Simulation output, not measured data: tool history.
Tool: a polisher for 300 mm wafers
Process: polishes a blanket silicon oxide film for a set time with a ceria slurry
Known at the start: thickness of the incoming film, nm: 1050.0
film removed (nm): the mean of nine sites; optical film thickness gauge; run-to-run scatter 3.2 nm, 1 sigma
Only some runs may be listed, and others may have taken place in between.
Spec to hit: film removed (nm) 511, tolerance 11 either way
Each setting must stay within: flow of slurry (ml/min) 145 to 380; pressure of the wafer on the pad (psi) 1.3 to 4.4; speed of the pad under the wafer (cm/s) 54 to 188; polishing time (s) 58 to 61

run  hour  flow of slurry (ml/min)  pressure of the wafer on the pad (psi)  speed of the pad under the wafer (cm/s)  polishing time (s)  film removed (nm)
  1     0                      245                                     2.8                                      120                  58             319.08
  2   7.6                      245                                     2.8                                      150                  58             399.12
  3  15.3                      245                                     2.8                                      126                  58             333.08
  4  21.5                      245                                     2.8                                      126                  61             348.06
  5  23.3                      250                                     2.9                                      126                  61             364.78
  6  28.5                      255                                       3                                      126                  61             378.35
  7    34                      260                                     3.1                                      126                  61             386.67
  8  34.5                      260                                     3.2                                      126                  61             402.75
  9  39.3                      260                                     3.3                                      126                  61             415.36
 10  41.8                      260                                     3.4                                      126                  61             427.98
 11  48.4                      260                                     3.5                                      126                  61             439.97
 12  55.4                      265                                     3.6                                      126                  61             447.56
 13  61.2                      265                                     3.7                                      126                  61             463.72
 14  68.6                      275                                     3.9                                      126                  61             487.77

Pick the move, out of 5, that brings all results within their allowed miss; only one does.
  A    76                      255                                     3.9                                      136                  59                  ?
  B    76                      275                                     4.4                                      100                  61                  ?
  C    76                      260                                     4.2                                      114                  59                  ?
  D    76                      300                                     3.5                                      142                  59                  ?
  E    76                      280                                     3.4                                      136                  61                  ?

move  film removed (nm)
   A             501.27
   B             436.42
   C             455.07
   D              478.1
   E              457.7
A: hits every target within its allowed miss
B: the biggest miss grows against the last run
C: the biggest miss grows against the last run
D: the biggest miss grows against the last run
E: the biggest miss grows against the last run
Go with A: it meets all targets.

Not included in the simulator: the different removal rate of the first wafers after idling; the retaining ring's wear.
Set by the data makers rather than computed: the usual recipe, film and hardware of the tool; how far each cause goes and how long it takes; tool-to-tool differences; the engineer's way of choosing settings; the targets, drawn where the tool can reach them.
